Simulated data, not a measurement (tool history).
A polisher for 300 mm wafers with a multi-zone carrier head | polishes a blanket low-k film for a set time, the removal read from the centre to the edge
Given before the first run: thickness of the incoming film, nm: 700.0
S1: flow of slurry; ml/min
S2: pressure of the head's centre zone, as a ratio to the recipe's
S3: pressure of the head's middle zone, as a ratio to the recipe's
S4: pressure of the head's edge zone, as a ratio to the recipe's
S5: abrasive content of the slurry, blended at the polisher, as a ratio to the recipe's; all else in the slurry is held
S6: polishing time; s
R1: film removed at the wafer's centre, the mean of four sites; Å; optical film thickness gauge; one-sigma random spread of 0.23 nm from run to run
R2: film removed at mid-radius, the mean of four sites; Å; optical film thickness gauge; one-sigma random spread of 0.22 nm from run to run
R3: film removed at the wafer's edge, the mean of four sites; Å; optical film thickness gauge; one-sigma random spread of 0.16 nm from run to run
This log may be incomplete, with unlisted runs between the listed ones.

run	day	S1	S2	S3	S4	S5	S6	R1	R2	R3
1	0.000	300	1.00	1.00	1.00	1.00	56	198.42	190.38	189.91
2	0.150	300	1.00	1.00	1.00	1.10	56	207.23	198.98	202.50
3	0.417	300	0.98	1.01	0.97	1.05	56	198.55	198.63	195.03
4	0.446	300	0.92	1.01	0.97	1.05	56	192.04	202.72	193.93
5	0.529	300	0.91	1.01	0.95	1.00	56	183.75	192.56	192.30
6	0.600	300	0.91	0.97	0.95	1.00	56	174.73	186.59	187.06
7	0.854	305	0.91	1.00	0.92	0.95	56	177.13	185.12	183.20
8	0.988	305	0.90	1.03	0.90	0.90	56	170.42	185.24	176.51
9	1.112	305	0.90	1.04	0.88	0.90	56	170.18	191.34	175.62
10	1.283	305	0.91	1.04	0.87	0.90	56	171.18	186.37	176.07

For run 11, what comes out?
11	1.546	305	0.92	1.05	0.86	0.85	56	?	?	?

Logged for run 11: R1 173.62 Å, R2 185.20 Å, R3 169.13 Å.

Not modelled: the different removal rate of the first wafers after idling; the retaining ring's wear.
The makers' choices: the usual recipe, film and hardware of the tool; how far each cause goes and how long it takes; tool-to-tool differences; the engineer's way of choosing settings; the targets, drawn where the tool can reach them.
